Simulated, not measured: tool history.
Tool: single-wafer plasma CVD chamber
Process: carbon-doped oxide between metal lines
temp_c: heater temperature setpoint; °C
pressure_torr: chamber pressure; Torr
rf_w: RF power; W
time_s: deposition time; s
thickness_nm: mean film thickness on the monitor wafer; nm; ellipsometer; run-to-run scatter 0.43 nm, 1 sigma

| run | hour | temp_c | pressure_torr | rf_w | time_s | thickness_nm |
|---|---|---|---|---|---|---|
| 1 | 0.0 | 355 | 5.87 | 480 | 25.2 | 124.49 |
| 2 | 1.3 | 355 | 5.87 | 480 | 25.2 | 123.45 |
| 3 | 2.6 | 355 | 5.87 | 480 | 26.0 | 128.50 |
| 4 | 11.2 | 357 | 5.73 | 465 | 25.9 | 123.75 |
| 5 | 16.4 | 358 | 5.59 | 450 | 25.9 | 118.28 |
| 6 | 22.9 | 359 | 5.40 | 445 | 25.9 | 115.55 |
| 7 | 23.9 | 360 | 5.20 | 440 | 25.9 | 113.85 |
| 8 | 27.2 | 361 | 5.03 | 435 | 25.9 | 111.86 |
| 9 | 30.3 | 362 | 4.88 | 430 | 25.9 | 109.05 |

Run 10 is up next; what results do you expect?
| 10 | 37.6 | 363 | 4.74 | 425 | 25.9 | ? |

thickness_nm: 107.50 nm

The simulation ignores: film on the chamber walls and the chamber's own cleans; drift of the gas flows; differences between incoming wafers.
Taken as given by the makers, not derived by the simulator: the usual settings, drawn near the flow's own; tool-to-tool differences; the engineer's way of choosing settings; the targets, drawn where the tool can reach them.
